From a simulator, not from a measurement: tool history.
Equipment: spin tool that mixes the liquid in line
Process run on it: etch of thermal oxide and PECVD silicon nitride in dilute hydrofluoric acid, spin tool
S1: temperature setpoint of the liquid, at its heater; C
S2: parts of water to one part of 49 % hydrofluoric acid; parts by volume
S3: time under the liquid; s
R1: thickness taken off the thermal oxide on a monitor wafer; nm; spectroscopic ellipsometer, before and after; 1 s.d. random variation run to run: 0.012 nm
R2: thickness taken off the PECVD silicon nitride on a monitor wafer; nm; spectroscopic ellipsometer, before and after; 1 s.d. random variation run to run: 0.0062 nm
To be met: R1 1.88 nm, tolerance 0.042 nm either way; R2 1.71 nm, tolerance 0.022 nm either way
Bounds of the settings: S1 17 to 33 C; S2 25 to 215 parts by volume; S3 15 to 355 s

{"run": 1, "hour": 0.0, "S1": 25, "S2": 120, "S3": 180, "R1": 8.4977, "R2": 8.5006}
{"run": 2, "hour": 2.8, "S1": 21.5, "S2": 120, "S3": 180, "R1": 7.4359, "R2": 6.7023}
{"run": 3, "hour": 11.7, "S1": 20.5, "S2": 140, "S3": 170, "R1": 5.5955, "R2": 5.1274}
{"run": 4, "hour": 20.6, "S1": 20.5, "S2": 160, "S3": 170, "R1": 4.7825, "R2": 4.4974}
{"run": 5, "hour": 26.2, "S1": 20.5, "S2": 160, "S3": 95, "R1": 2.6885, "R2": 2.5092}
{"run": 6, "hour": 27.8, "S1": 20.5, "S2": 135, "S3": 95, "R1": 3.256, "R2": 2.9806}
{"run": 7, "hour": 34.3, "S1": 20, "S2": 145, "S3": 95, "R1": 2.9783, "R2": 2.668}
{"run": 8, "hour": 39.4, "S1": 19.5, "S2": 155, "S3": 95, "R1": 2.6837, "R2": 2.4224}
{"run": 9, "hour": 42.5, "S1": 19, "S2": 165, "S3": 95, "R1": 2.462, "R2": 2.2018}
{"run": 10, "hour": 49.8, "S1": 19, "S2": 170, "S3": 95, "R1": 2.3539, "R2": 2.1499}
{"run": 11, "hour": 55.5, "S1": 17.5, "S2": 195, "S3": 100, "R1": 1.9978, "R2": 1.7835}
{"run": 12, "hour": 64.3, "S1": 17.5, "S2": 200, "S3": 100, "R1": 1.9393, "R2": 1.7395}

Consider the 4 candidate settings below. Which is the only one whose results all fall within their allowed miss of target?
{"run": "A", "hour": 73.1, "S1": 20.5, "S2": 215, "S3": 90, "R1": "?", "R2": "?"}
{"run": "B", "hour": 73.1, "S1": 17.5, "S2": 205, "S3": 105, "R1": "?", "R2": "?"}
{"run": "C", "hour": 73.1, "S1": 19, "S2": 180, "S3": 80, "R1": "?", "R2": "?"}
{"run": "D", "hour": 73.1, "S1": 19.5, "S2": 190, "S3": 85, "R1": "?", "R2": "?"}

move=A R1=1.8034 R2=1.7845
move=B R1=1.9828 R2=1.7883
move=C R1=1.8695 R2=1.7075
move=D R1=1.9004 R2=1.7798
A: pushes the last run's worst result past its target
B: lands further from the targets than the last run did
C: meets every target
D: the furthest-off result lands on target, but another misses its tolerance
So the answer is move C, the one that meets all the targets.

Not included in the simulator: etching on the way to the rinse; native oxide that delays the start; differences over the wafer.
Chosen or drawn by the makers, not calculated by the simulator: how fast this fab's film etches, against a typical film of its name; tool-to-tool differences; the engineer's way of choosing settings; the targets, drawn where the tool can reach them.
